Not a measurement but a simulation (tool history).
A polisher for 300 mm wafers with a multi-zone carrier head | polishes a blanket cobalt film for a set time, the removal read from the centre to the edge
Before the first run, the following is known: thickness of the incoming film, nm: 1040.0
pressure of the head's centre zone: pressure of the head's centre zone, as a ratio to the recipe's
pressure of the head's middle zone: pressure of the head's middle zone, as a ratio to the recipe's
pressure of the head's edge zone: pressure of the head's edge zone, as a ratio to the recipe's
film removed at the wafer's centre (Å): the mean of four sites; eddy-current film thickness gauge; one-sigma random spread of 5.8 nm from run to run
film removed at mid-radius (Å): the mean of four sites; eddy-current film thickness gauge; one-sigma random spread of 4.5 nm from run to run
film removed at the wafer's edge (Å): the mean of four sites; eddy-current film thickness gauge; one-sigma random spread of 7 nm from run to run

run	hour	flow of slurry (ml/min)	pressure of the head's centre zone	pressure of the head's middle zone	pressure of the head's edge zone	polishing time (s)	film removed at the wafer's centre (Å)	film removed at mid-radius (Å)	film removed at the wafer's edge (Å)
1	0	225	1	1	1	57	3597.8	3330.7	3342.7
2	2.2	225	1.01	0.99	1.02	59	3714.2	3396.7	3397.5
3	7.5	225	0.93	0.99	1.02	59	3356.4	3535.3	3483.4
4	15	225	0.93	0.99	1.02	47	2738	2780.4	2741.3
5	19.9	225	0.94	0.98	1.03	50	2900.6	2917	2955.8
# hour 24.9: worn pad replaced by a new one
6	24.9	225	0.95	0.97	1.04	53	3298.9	3289.2	3363.3

Forecast run 7:
7	28.8	245	1.05	0.9	1.14	58	?	?	?

film removed at the wafer's centre (Å): 4089.9
film removed at mid-radius (Å): 3311.7
film removed at the wafer's edge (Å): 3902.6
